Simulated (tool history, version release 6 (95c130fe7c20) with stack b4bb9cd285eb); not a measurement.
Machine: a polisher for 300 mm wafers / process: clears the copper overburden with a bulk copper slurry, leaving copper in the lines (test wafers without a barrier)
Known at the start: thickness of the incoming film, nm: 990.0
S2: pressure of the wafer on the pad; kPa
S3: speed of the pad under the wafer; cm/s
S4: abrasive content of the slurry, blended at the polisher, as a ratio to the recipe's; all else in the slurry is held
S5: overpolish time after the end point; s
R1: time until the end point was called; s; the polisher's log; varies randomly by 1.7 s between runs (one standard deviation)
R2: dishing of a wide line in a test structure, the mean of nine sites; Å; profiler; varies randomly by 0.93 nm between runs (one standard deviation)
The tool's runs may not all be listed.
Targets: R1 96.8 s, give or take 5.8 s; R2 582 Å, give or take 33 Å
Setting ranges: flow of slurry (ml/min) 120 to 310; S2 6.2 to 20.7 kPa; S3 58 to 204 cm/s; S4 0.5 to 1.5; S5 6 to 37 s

Run 1, day 0: flow of slurry (ml/min) 200, S2 13.1 kPa, S3 130 cm/s, S4 1, S5 19 s. Result: R1 146.99 s, R2 477.56 Å.
Run 2, day 0.033: flow of slurry (ml/min) 200, S2 13.8 kPa, S3 130 cm/s, S4 1, S5 19 s. Result: R1 140.57 s, R2 520.96 Å.
Run 3, day 0.383: flow of slurry (ml/min) 200, S2 13.8 kPa, S3 98 cm/s, S4 1, S5 19 s. Result: R1 183.18 s, R2 472.28 Å.
Run 4, day 0.625: flow of slurry (ml/min) 200, S2 13.8 kPa, S3 98 cm/s, S4 1, S5 26 s. Result: R1 185.24 s, R2 495.5 Å.
Run 5, day 0.779: flow of slurry (ml/min) 200, S2 13.8 kPa, S3 98 cm/s, S4 0.8, S5 26 s. Result: R1 192.46 s, R2 525.83 Å.
Run 6, day 1.021: flow of slurry (ml/min) 200, S2 15.2 kPa, S3 100 cm/s, S4 0.85, S5 24 s. Result: R1 174.27 s, R2 528.46 Å.
Run 7, day 1.271: flow of slurry (ml/min) 200, S2 16.5 kPa, S3 106 cm/s, S4 0.9, S5 22 s. Result: R1 147.28 s, R2 518.76 Å.
Run 8, day 1.45: flow of slurry (ml/min) 200, S2 17.2 kPa, S3 110 cm/s, S4 0.9, S5 22 s. Result: R1 138.45 s, R2 549.52 Å.
Run 9, day 1.608: flow of slurry (ml/min) 200, S2 17.9 kPa, S3 114 cm/s, S4 0.9, S5 21 s. Result: R1 126.56 s, R2 554.35 Å.
Run 10, day 1.683: flow of slurry (ml/min) 200, S2 18.6 kPa, S3 116 cm/s, S4 0.9, S5 20 s. Result: R1 124.6 s, R2 563.17 Å.
Run 11, day 1.962: flow of slurry (ml/min) 205, S2 20.7 kPa, S3 142 cm/s, S4 0.95, S5 13 s. Result: R1 87.486 s, R2 559.38 Å.
Run 12, day 2.175: flow of slurry (ml/min) 205, S2 20.7 kPa, S3 142 cm/s, S4 0.95, S5 14 s. Result: R1 90.312 s, R2 563.13 Å.
Run 13, day 2.442: flow of slurry (ml/min) 205, S2 20.7 kPa, S3 142 cm/s, S4 0.95, S5 15 s. Result: R1 86.375 s, R2 567.35 Å.
Run 14, day 2.608: flow of slurry (ml/min) 205, S2 20.7 kPa, S3 142 cm/s, S4 0.95, S5 16 s. Result: R1 85.61 s, R2 568.44 Å.
Run 15, day 2.888: flow of slurry (ml/min) 205, S2 20.7 kPa, S3 140 cm/s, S4 0.95, S5 17 s. Result: R1 88.427 s, R2 603.53 Å.

Next run, 5 choices. One meets every target within its allowed miss, the rest don't. Which?
Run A, day 3.167: flow of slurry (ml/min) 225, S2 20 kPa, S3 154 cm/s, S4 0.85, S5 11 s. Result: R1 ?, R2 ?.
Run B, day 3.167: flow of slurry (ml/min) 180, S2 20 kPa, S3 134 cm/s, S4 1, S5 18 s. Result: R1 ?, R2 ?.
Run C, day 3.167: flow of slurry (ml/min) 260, S2 20.7 kPa, S3 146 cm/s, S4 0.95, S5 10 s. Result: R1 ?, R2 ?.
Run D, day 3.167: flow of slurry (ml/min) 245, S2 20 kPa, S3 172 cm/s, S4 0.75, S5 11 s. Result: R1 ?, R2 ?.
Run E, day 3.167: flow of slurry (ml/min) 195, S2 20.7 kPa, S3 144 cm/s, S4 1.05, S5 19 s. Result: R1 ?, R2 ?.

move      R1      R2
   A  82.762  534.55
   B  94.433  579.75
   C  80.966  524.54
   D  75.523   548.3
   E   83.25  596.55
A: lands further from the targets than the last run did
B: hits every target within its allowed miss
C: lands further from the targets than the last run did
D: lands further from the targets than the last run did
E: lands further from the targets than the last run did
B meets every target.
